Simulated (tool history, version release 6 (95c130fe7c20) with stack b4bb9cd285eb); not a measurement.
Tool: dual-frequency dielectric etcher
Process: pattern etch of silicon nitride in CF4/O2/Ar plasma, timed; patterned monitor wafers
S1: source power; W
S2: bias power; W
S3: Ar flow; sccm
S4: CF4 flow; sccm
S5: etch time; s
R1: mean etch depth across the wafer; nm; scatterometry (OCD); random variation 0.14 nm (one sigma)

run	hour	S1	S2	S3	S4	S5	R1
1	0	690	34	125	74	18	35.727
2	0.6	630	33	127	73	18	32.104
3	3.5	590	33	127	73	18	30.26
4	10.1	560	33	127	73	18	28.9
5	15.3	560	33	112	73	18	29.397
6	16.3	530	33	112	73	18	28.032
7	20.4	510	33	112	73	18	26.535
8	24.1	500	33	112	73	18	26.317

Run 9 comes next. What will it give?
9	25.8	490	33	112	73	18	?

{"run 9": {"R1": 25.526}}
